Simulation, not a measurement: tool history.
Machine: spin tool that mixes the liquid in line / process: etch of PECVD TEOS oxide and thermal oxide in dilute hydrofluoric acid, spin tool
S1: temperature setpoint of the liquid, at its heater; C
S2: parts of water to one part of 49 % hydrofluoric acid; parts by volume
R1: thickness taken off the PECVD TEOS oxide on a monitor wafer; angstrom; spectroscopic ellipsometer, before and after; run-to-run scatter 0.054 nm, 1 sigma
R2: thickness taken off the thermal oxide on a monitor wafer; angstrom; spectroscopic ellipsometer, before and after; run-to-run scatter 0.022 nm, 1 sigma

{"run": 1, "hour": 0.0, "S1": 24.0, "S2": 160, "time under the liquid (s)": 180, "R1": 89.863, "R2": 50.316}
{"run": 2, "hour": 6.2, "S1": 25.5, "S2": 160, "time under the liquid (s)": 180, "R1": 94.096, "R2": 53.383}
{"run": 3, "hour": 13.0, "S1": 24.5, "S2": 160, "time under the liquid (s)": 180, "R1": 91.082, "R2": 50.938}
{"run": 4, "hour": 14.8, "S1": 24.0, "S2": 160, "time under the liquid (s)": 180, "R1": 90.219, "R2": 50.063}
{"run": 5, "hour": 22.9, "S1": 24.0, "S2": 135, "time under the liquid (s)": 180, "R1": 109.72, "R2": 61.248}
{"run": 6, "hour": 25.2, "S1": 24.0, "S2": 135, "time under the liquid (s)": 115, "R1": 70.421, "R2": 39.51}

Run 7 is up next; what results do you expect?
{"run": 7, "hour": 27.3, "S1": 25.0, "S2": 135, "time under the liquid (s)": 115, "R1": "?", "R2": "?"}

For run 7 the tool returned R1 73.241 angstrom, R2 40.514 angstrom.

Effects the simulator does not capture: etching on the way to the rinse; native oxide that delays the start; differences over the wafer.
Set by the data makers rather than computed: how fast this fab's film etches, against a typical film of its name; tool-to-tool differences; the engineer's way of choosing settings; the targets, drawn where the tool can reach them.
